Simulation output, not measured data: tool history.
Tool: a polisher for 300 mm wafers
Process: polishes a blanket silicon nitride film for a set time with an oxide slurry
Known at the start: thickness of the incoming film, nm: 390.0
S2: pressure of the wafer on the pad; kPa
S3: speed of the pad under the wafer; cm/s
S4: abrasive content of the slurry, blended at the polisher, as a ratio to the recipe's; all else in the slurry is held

{"run": 1, "hour": 0.0, "flow of slurry (ml/min)": 235, "S2": 18.6, "S3": 122, "S4": 1.0, "polishing time (s)": 81, "film removed (angstrom)": 465.52}
{"run": 2, "hour": 6.6, "flow of slurry (ml/min)": 235, "S2": 15.2, "S3": 122, "S4": 1.0, "polishing time (s)": 81, "film removed (angstrom)": 381.07}
{"run": 3, "hour": 13.2, "flow of slurry (ml/min)": 235, "S2": 17.2, "S3": 122, "S4": 1.0, "polishing time (s)": 81, "film removed (angstrom)": 423.61}
{"run": 4, "hour": 13.9, "flow of slurry (ml/min)": 235, "S2": 20.7, "S3": 124, "S4": 1.0, "polishing time (s)": 81, "film removed (angstrom)": 514.75}
{"run": 5, "hour": 18.4, "flow of slurry (ml/min)": 235, "S2": 20.7, "S3": 124, "S4": 1.1, "polishing time (s)": 81, "film removed (angstrom)": 540.47}
{"run": 6, "hour": 23.9, "flow of slurry (ml/min)": 235, "S2": 20.7, "S3": 124, "S4": 1.1, "polishing time (s)": 85, "film removed (angstrom)": 567.05}
{"run": 7, "hour": 27.4, "flow of slurry (ml/min)": 235, "S2": 25.5, "S3": 128, "S4": 1.1, "polishing time (s)": 85, "film removed (angstrom)": 716.38}
{"run": 8, "hour": 30.5, "flow of slurry (ml/min)": 235, "S2": 26.2, "S3": 128, "S4": 1.1, "polishing time (s)": 85, "film removed (angstrom)": 722.38}
{"run": 9, "hour": 31.7, "flow of slurry (ml/min)": 235, "S2": 26.9, "S3": 130, "S4": 1.1, "polishing time (s)": 85, "film removed (angstrom)": 761.13}
{"run": 10, "hour": 36.0, "flow of slurry (ml/min)": 235, "S2": 27.6, "S3": 130, "S4": 1.1, "polishing time (s)": 85, "film removed (angstrom)": 773.46}

Forecast run 11:
{"run": 11, "hour": 44.3, "flow of slurry (ml/min)": 235, "S2": 27.6, "S3": 130, "S4": 1.1, "polishing time (s)": 85, "film removed (angstrom)": "?"}

film removed (angstrom): 768.89

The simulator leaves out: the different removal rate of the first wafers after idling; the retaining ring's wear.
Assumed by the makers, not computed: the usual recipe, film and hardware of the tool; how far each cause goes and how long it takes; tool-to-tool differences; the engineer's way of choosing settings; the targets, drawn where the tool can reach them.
